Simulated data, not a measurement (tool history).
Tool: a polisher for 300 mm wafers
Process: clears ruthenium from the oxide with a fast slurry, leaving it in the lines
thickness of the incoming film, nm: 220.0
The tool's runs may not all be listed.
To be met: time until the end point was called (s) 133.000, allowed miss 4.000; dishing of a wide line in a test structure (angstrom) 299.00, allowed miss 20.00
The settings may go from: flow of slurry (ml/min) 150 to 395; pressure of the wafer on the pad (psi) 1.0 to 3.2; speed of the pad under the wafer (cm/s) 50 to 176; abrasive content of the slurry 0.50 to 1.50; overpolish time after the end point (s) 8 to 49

run	day	flow of slurry (ml/min)	pressure of the wafer on the pad (psi)	speed of the pad under the wafer (cm/s)	abrasive content of the slurry	overpolish time after the end point (s)	time until the end point was called (s)	dishing of a wide line in a test structure (angstrom)
1	0.000	250	2.1	112	1.00	25	60.285	350.22
2	0.183	290	2.1	112	1.00	25	60.891	363.82
3	0.388	290	1.9	108	1.00	25	67.058	334.69
4	0.571	260	1.9	108	1.00	25	68.206	343.10
5	0.629	205	1.9	108	1.00	25	70.061	355.01
6	0.904	205	1.9	96	1.00	25	78.732	321.53
7	1.029	205	1.8	94	1.00	26	83.665	316.57
8	1.108	205	1.7	92	1.00	27	90.434	308.05
9	1.229	200	1.6	92	1.00	29	96.850	309.50
10	1.379	200	1.5	92	1.00	30	102.790	313.78
11	1.575	200	1.4	92	1.00	30	111.040	302.54
12	1.688	200	1.4	92	1.00	31	108.590	318.15
13	1.742	200	1.3	92	1.00	31	118.830	294.84
14	1.829	200	1.3	92	1.00	32	117.540	308.99
# day 2.092: worn pad replaced by a new one
15	2.092	195	1.0	92	1.00	32	139.070	271.56
16	2.338	195	1.0	92	1.00	32	139.130	270.79
17	2.675	195	1.1	92	1.00	34	125.920	293.93
18	2.775	190	1.0	92	1.00	36	139.710	297.60

Which of these 4 next moves meets every target?
A	2.875	150	1.0	102	0.75	49	?	?
B	2.875	235	1.0	98	0.70	46	?	?
C	2.875	220	1.1	86	0.80	44	?	?
D	2.875	160	1.0	96	1.10	36	?	?

move	time until the end point was called (s)	dishing of a wide line in a test structure (angstrom)
A	147.060	328.95
B	151.040	315.93
C	148.240	312.11
D	133.030	298.16
A: further off than the last run
B: further off than the last run
C: further off than the last run
D: meets every target
Answer: D
